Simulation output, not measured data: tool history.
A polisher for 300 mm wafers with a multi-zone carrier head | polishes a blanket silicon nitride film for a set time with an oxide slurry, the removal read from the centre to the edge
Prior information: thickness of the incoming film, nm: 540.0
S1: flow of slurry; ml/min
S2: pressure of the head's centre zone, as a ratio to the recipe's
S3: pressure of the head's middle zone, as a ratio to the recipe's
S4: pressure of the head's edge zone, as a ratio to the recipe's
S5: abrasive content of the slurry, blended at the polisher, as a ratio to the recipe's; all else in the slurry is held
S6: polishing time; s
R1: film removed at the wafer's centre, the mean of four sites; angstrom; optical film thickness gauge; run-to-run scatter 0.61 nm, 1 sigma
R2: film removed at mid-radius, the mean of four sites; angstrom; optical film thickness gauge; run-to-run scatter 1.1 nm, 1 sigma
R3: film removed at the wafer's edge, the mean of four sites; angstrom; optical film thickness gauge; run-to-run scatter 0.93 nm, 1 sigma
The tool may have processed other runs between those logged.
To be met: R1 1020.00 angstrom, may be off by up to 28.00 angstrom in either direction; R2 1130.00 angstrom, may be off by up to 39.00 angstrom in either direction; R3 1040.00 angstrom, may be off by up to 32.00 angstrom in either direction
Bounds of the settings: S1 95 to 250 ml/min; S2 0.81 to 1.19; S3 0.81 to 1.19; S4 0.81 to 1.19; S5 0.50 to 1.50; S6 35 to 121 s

run 1 hour=0.0 | S1=160 S2=1.00 S3=1.00 S4=1.00 S5=1.00 S6=78 | R1=848.33 R2=833.86 R3=857.74
run 2 hour=1.5 | S1=165 S2=1.00 S3=1.02 S4=1.01 S5=1.00 S6=78 | R1=856.08 R2=832.61 R3=849.77
run 3 hour=8.8 | S1=165 S2=1.00 S3=1.02 S4=1.09 S5=1.00 S6=78 | R1=853.80 R2=845.10 R3=884.15
run 4 hour=16.0 | S1=170 S2=1.00 S3=1.04 S4=1.10 S5=1.05 S6=78 | R1=883.11 R2=886.11 R3=901.51
run 5 hour=19.8 | S1=170 S2=1.00 S3=1.04 S4=1.10 S5=1.25 S6=78 | R1=938.51 R2=911.99 R3=951.42
run 6 hour=23.4 | S1=170 S2=1.00 S3=0.98 S4=1.10 S5=1.25 S6=78 | R1=945.72 R2=893.75 R3=971.76
run 7 hour=31.9 | S1=175 S2=0.99 S3=1.00 S4=1.10 S5=1.25 S6=78 | R1=937.36 R2=908.21 R3=977.50
run 8 hour=39.9 | S1=180 S2=0.99 S3=1.02 S4=1.10 S5=1.25 S6=78 | R1=934.48 R2=916.40 R3=982.74
run 9 hour=41.1 | S1=180 S2=0.99 S3=1.04 S4=1.09 S5=1.30 S6=79 | R1=959.74 R2=973.80 R3=1001.40
run 10 hour=46.8 | S1=185 S2=0.99 S3=1.05 S4=1.09 S5=1.30 S6=79 | R1=960.53 R2=962.62 R3=998.75
run 11 hour=48.7 | S1=185 S2=0.99 S3=1.05 S4=1.09 S5=1.30 S6=79 | R1=961.60 R2=974.06 R3=994.70
run 12 hour=54.3 | S1=190 S2=0.99 S3=1.06 S4=1.09 S5=1.30 S6=79 | R1=974.80 R2=980.28 R3=1006.60
run 13 hour=60.6 | S1=195 S2=0.99 S3=1.07 S4=1.09 S5=1.30 S6=79 | R1=975.80 R2=988.09 R3=1004.40

Exercise: of the 4 proposed moves below, exactly one satisfies all targets within the stated allowed misses. Which move is it?
run A hour=66.9 | S1=190 S2=1.01 S3=0.81 S4=1.19 S5=1.15 S6=82 | R1=? R2=? R3=?
run B hour=66.9 | S1=185 S2=0.97 S3=1.19 S4=0.94 S5=1.10 S6=89 | R1=? R2=? R3=?
run C hour=66.9 | S1=185 S2=0.97 S3=1.09 S4=1.04 S5=1.30 S6=81 | R1=? R2=? R3=?
run D hour=66.9 | S1=195 S2=0.99 S3=1.19 S4=1.07 S5=1.30 S6=83 | R1=? R2=? R3=?

move=A R1=973.25 R2=795.36 R3=1045.20
move=B R1=996.52 R2=1149.80 R3=985.40
move=C R1=963.61 R2=1035.30 R3=1002.20
move=D R1=1015.30 R2=1146.50 R3=1044.80
A: misses by more than the last run did
B: puts the biggest miss on target and leaves a different result outside tolerance
C: closes in on the targets versus the last run, not all within tolerance yet
D: meets every target
So the answer is move D, the one that meets all the targets.

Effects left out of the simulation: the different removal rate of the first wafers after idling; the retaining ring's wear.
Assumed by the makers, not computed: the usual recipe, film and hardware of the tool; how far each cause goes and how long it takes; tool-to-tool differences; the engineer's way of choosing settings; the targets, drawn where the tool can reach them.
